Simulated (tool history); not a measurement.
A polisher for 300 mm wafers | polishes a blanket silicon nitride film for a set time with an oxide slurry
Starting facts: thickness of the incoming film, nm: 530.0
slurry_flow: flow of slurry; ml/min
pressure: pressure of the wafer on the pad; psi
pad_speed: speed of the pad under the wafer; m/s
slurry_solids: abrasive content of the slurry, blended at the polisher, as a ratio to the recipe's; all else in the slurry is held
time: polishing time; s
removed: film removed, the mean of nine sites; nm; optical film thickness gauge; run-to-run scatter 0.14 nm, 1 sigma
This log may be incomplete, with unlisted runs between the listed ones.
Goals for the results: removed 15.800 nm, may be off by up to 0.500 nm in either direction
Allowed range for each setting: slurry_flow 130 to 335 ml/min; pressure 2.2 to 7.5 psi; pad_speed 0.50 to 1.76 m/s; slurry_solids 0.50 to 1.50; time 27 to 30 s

run 1 hour=0.0 | slurry_flow=215 pressure=4.8 pad_speed=1.12 slurry_solids=1.00 time=30 | removed=27.742
run 2 hour=7.4 | slurry_flow=215 pressure=4.8 pad_speed=1.12 slurry_solids=1.00 time=27 | removed=24.956
run 3 hour=15.2 | slurry_flow=215 pressure=4.3 pad_speed=1.12 slurry_solids=1.00 time=27 | removed=23.567
run 4 hour=19.4 | slurry_flow=215 pressure=5.1 pad_speed=1.12 slurry_solids=1.00 time=27 | removed=26.611
run 5 hour=23.1 | slurry_flow=215 pressure=5.1 pad_speed=1.38 slurry_solids=1.00 time=27 | removed=30.997
run 6 hour=27.3 | slurry_flow=215 pressure=4.2 pad_speed=1.38 slurry_solids=1.00 time=27 | removed=26.736
run 7 hour=35.5 | slurry_flow=215 pressure=3.7 pad_speed=1.32 slurry_solids=1.00 time=27 | removed=23.319
run 8 hour=41.7 | slurry_flow=215 pressure=3.3 pad_speed=1.28 slurry_solids=1.00 time=27 | removed=21.165
run 9 hour=48.6 | slurry_flow=215 pressure=3.0 pad_speed=1.24 slurry_solids=1.00 time=27 | removed=19.391
run 10 hour=50.2 | slurry_flow=215 pressure=2.8 pad_speed=1.22 slurry_solids=1.00 time=27 | removed=18.170
run 11 hour=52.2 | slurry_flow=215 pressure=2.7 pad_speed=1.22 slurry_solids=1.00 time=27 | removed=18.171
run 12 hour=55.2 | slurry_flow=205 pressure=2.2 pad_speed=1.16 slurry_solids=1.00 time=27 | removed=14.869
run 13 hour=60.7 | slurry_flow=205 pressure=2.2 pad_speed=1.16 slurry_solids=1.00 time=27 | removed=14.928

4 next moves are on the table. One of them brings every result within its allowed miss. Which?
run A hour=66.2 | slurry_flow=215 pressure=2.2 pad_speed=1.14 slurry_solids=0.95 time=27 | removed=?
run B hour=66.2 | slurry_flow=270 pressure=2.5 pad_speed=0.96 slurry_solids=0.90 time=27 | removed=?
run C hour=66.2 | slurry_flow=180 pressure=4.0 pad_speed=0.84 slurry_solids=0.75 time=30 | removed=?
run D hour=66.2 | slurry_flow=140 pressure=3.1 pad_speed=1.00 slurry_solids=0.75 time=30 | removed=?

move=A removed=14.699
move=B removed=13.915
move=C removed=16.986
move=D removed=15.699
A: the biggest miss grows against the last run
B: the biggest miss grows against the last run
C: pushes the last run's worst result past its target
D: in spec on every target
Move D is the one to make.

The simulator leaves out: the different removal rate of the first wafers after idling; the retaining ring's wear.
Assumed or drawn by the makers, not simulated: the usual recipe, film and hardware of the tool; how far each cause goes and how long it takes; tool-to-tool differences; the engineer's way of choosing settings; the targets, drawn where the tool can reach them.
